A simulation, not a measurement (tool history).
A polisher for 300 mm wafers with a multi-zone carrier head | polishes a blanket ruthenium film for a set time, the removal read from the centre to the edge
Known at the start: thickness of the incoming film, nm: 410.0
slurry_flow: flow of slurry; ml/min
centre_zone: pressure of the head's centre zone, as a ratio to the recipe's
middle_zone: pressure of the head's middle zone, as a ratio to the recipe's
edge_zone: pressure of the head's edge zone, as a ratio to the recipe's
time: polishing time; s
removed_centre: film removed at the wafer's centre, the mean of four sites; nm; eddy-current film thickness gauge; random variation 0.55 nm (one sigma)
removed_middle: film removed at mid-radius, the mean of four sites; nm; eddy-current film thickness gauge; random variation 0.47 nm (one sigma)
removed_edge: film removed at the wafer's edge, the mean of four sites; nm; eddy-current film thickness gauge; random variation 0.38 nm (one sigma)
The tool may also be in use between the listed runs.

run,hour,slurry_flow,centre_zone,middle_zone,edge_zone,time,removed_centre,removed_middle,removed_edge
1,0.0,245,1.00,1.00,1.00,61,68.083,69.922,65.004
2,1.5,245,1.00,0.99,0.99,58,67.149,65.977,62.662
3,4.4,245,0.95,0.99,0.99,58,63.939,64.686,60.815
4,12.2,225,0.95,0.99,0.99,58,61.545,65.075,61.570
5,14.4,225,0.95,0.99,0.99,71,76.630,79.089,75.749
6,21.7,230,0.95,0.98,0.98,66,72.664,72.915,70.750
7,28.8,200,0.95,0.95,0.88,49,51.666,50.817,48.979
8,32.3,205,0.95,0.95,0.88,47,49.311,50.437,46.448
9,37.8,205,0.95,0.94,0.87,46,48.607,49.221,45.111
10,39.0,200,0.95,0.93,0.87,45,47.047,46.511,43.840
11,47.1,200,0.95,0.92,0.86,45,47.054,45.253,44.137
12,54.3,195,0.99,0.91,0.81,38,40.906,38.607,35.967
13,55.5,195,0.99,0.91,0.82,38,41.444,38.383,35.687
14,64.2,200,0.99,0.91,0.83,38,41.434,39.106,37.305
15,73.1,205,1.00,0.91,0.84,38,42.092,38.739,36.871
16,81.9,210,1.00,0.91,0.90,41,45.074,41.661,41.860

Run 17 comes next. What will it give?
17,83.1,210,1.00,0.91,0.90,41,?,?,?

removed_centre: 46.536 nm
removed_middle: 41.892 nm
removed_edge: 41.695 nm
